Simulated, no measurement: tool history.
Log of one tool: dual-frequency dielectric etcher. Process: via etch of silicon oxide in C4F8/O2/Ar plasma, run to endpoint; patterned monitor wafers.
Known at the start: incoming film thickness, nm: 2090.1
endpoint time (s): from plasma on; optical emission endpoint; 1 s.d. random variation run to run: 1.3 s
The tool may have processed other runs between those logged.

Run 1, hour 0: source power (W) 1940, bias power (W) 1868. Result: endpoint time (s) 431.62.
Run 2, hour 3.4: source power (W) 2130, bias power (W) 1868. Result: endpoint time (s) 414.
Run 3, hour 9.6: source power (W) 2130, bias power (W) 1623. Result: endpoint time (s) 428.77.
Run 4, hour 11.6: source power (W) 2220, bias power (W) 1644. Result: endpoint time (s) 419.33.
Run 5, hour 14: source power (W) 2290, bias power (W) 1660. Result: endpoint time (s) 418.36.
Run 6, hour 14.8: source power (W) 2360, bias power (W) 1709. Result: endpoint time (s) 407.34.

Predict the results of run 7:
Run 7, hour 19.6: source power (W) 2420, bias power (W) 1725. Result: endpoint time (s) ?.

Run 7 produced endpoint time (s) 399.58.
